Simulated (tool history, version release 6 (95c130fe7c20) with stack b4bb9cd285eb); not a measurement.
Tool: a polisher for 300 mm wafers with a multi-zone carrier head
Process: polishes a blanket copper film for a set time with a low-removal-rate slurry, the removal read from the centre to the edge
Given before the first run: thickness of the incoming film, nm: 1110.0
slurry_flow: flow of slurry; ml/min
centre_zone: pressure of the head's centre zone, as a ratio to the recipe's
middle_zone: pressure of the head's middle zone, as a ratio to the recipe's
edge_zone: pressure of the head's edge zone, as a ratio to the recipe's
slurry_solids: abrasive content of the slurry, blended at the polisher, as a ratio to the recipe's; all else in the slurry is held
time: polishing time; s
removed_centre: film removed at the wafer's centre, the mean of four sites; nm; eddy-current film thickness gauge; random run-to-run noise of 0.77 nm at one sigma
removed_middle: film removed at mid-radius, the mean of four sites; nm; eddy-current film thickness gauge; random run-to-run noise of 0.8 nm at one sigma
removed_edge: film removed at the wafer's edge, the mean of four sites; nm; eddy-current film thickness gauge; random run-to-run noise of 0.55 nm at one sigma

{"run": 1, "hour": 0.0, "slurry_flow": 190, "centre_zone": 1.0, "middle_zone": 1.0, "edge_zone": 1.0, "slurry_solids": 1.0, "time": 48, "removed_centre": 90.694, "removed_middle": 87.093, "removed_edge": 88.685}
{"run": 2, "hour": 0.7, "slurry_flow": 190, "centre_zone": 1.0, "middle_zone": 1.0, "edge_zone": 1.0, "slurry_solids": 1.0, "time": 55, "removed_centre": 103.72, "removed_middle": 101.36, "removed_edge": 100.41}
{"run": 3, "hour": 1.4, "slurry_flow": 230, "centre_zone": 1.0, "middle_zone": 1.0, "edge_zone": 1.0, "slurry_solids": 1.0, "time": 55, "removed_centre": 103.47, "removed_middle": 103.31, "removed_edge": 102.66}
{"run": 4, "hour": 6.7, "slurry_flow": 230, "centre_zone": 1.0, "middle_zone": 1.0, "edge_zone": 1.0, "slurry_solids": 1.0, "time": 45, "removed_centre": 85.263, "removed_middle": 83.935, "removed_edge": 84.256}
{"run": 5, "hour": 8.8, "slurry_flow": 230, "centre_zone": 1.0, "middle_zone": 0.93, "edge_zone": 1.0, "slurry_solids": 1.0, "time": 45, "removed_centre": 84.931, "removed_middle": 79.414, "removed_edge": 84.21}
{"run": 6, "hour": 13.3, "slurry_flow": 230, "centre_zone": 0.97, "middle_zone": 0.95, "edge_zone": 0.96, "slurry_solids": 0.85, "time": 43, "removed_centre": 77.703, "removed_middle": 73.907, "removed_edge": 74.848}
{"run": 7, "hour": 17.2, "slurry_flow": 235, "centre_zone": 0.93, "middle_zone": 0.96, "edge_zone": 0.95, "slurry_solids": 0.8, "time": 42, "removed_centre": 70.878, "removed_middle": 71.303, "removed_edge": 71.163}
{"run": 8, "hour": 23.9, "slurry_flow": 235, "centre_zone": 0.9, "middle_zone": 0.96, "edge_zone": 0.92, "slurry_solids": 0.75, "time": 42, "removed_centre": 68.857, "removed_middle": 69.957, "removed_edge": 69.932}
{"run": 9, "hour": 29.4, "slurry_flow": 235, "centre_zone": 0.88, "middle_zone": 0.97, "edge_zone": 0.9, "slurry_solids": 0.7, "time": 42, "removed_centre": 67.145, "removed_middle": 69.359, "removed_edge": 68.759}
{"run": 10, "hour": 35.0, "slurry_flow": 235, "centre_zone": 0.87, "middle_zone": 0.98, "edge_zone": 0.88, "slurry_solids": 0.65, "time": 42, "removed_centre": 64.26, "removed_middle": 68.027, "removed_edge": 65.445}
{"run": 11, "hour": 36.7, "slurry_flow": 230, "centre_zone": 0.86, "middle_zone": 0.98, "edge_zone": 0.87, "slurry_solids": 0.65, "time": 42, "removed_centre": 64.431, "removed_middle": 68.248, "removed_edge": 65.522}

Run 12 comes next. What will it give?
{"run": 12, "hour": 37.5, "slurry_flow": 215, "centre_zone": 0.83, "middle_zone": 0.99, "edge_zone": 0.82, "slurry_solids": 0.55, "time": 42, "removed_centre": "?", "removed_middle": "?", "removed_edge": "?"}

removed_centre: 58.970 nm
removed_middle: 65.540 nm
removed_edge: 59.801 nm

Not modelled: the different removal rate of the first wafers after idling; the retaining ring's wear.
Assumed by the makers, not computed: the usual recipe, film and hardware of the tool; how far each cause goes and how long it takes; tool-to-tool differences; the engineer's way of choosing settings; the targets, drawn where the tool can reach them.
